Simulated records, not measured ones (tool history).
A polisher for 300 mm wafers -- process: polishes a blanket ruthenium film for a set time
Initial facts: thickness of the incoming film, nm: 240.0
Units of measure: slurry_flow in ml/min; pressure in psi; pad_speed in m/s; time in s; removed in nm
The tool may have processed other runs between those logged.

{"run": 1, "hour": 0.0, "slurry_flow": 135, "pressure": 2, "pad_speed": 0.8, "time": 59, "removed": 62.676}
{"run": 2, "hour": 1.4, "slurry_flow": 135, "pressure": 2.4, "pad_speed": 0.8, "time": 59, "removed": 75.576}
{"run": 3, "hour": 6.8, "slurry_flow": 135, "pressure": 2.4, "pad_speed": 0.8, "time": 54, "removed": 69.303}
{"run": 4, "hour": 8.6, "slurry_flow": 135, "pressure": 2.9, "pad_speed": 0.8, "time": 54, "removed": 83.233}
{"run": 5, "hour": 10.5, "slurry_flow": 135, "pressure": 2.5, "pad_speed": 0.78, "time": 54, "removed": 69.333}
{"run": 6, "hour": 11.5, "slurry_flow": 135, "pressure": 2.5, "pad_speed": 0.78, "time": 54, "removed": 68.506}

Expected results for the next run?
{"run": 7, "hour": 15.4, "slurry_flow": 135, "pressure": 2.2, "pad_speed": 0.78, "time": 54, "removed": "?"}

Logged for run 7: removed 61.195 nm.

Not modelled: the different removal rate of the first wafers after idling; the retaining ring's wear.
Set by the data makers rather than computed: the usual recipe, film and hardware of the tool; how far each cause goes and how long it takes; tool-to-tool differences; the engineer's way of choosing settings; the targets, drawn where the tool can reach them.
